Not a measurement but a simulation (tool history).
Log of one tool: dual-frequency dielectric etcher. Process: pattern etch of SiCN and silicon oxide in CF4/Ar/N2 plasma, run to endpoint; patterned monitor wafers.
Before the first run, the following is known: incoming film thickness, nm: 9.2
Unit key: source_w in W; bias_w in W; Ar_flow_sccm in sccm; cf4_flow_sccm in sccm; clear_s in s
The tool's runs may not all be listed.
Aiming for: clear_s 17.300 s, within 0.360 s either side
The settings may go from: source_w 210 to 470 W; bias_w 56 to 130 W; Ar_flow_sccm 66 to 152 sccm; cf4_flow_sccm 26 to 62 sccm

run  hour  source_w  bias_w  Ar_flow_sccm  cf4_flow_sccm  clear_s
  1   0.0       340      93           109             44   13.713
  2   8.3       340      78           109             44   14.635
  3  16.8       330      78           109             44   14.850
  4  25.6       330      78           126             44   15.327
  5  30.9       330      78           126             51   14.749
  6  37.8       380      78           126             51   13.411
  7  44.5       350      77           126             51   14.253
  8  47.3       290      73           127             51   16.462
  9  52.6       260      72           127             51   18.094

Consider the 5 candidate settings below. Which is the only one whose results all fall within their allowed miss of target?
  A  57.9       240      79           136             53        ?
  B  57.9       250      69           121             55        ?
  C  57.9       280      76           135             46        ?
  D  57.9       240      80           135             55        ?
  E  57.9       250      80           137             50        ?

move  clear_s
   A   18.103
   B   17.982
   C   17.148
   D   17.861
   E   17.808
A: just as far off the targets as the last run
B: an improvement on the last run, though not all results are within tolerance
C: every result within its allowed miss
D: an improvement on the last run, though not all results are within tolerance
E: an improvement on the last run, though not all results are within tolerance
Move C is the one to make.

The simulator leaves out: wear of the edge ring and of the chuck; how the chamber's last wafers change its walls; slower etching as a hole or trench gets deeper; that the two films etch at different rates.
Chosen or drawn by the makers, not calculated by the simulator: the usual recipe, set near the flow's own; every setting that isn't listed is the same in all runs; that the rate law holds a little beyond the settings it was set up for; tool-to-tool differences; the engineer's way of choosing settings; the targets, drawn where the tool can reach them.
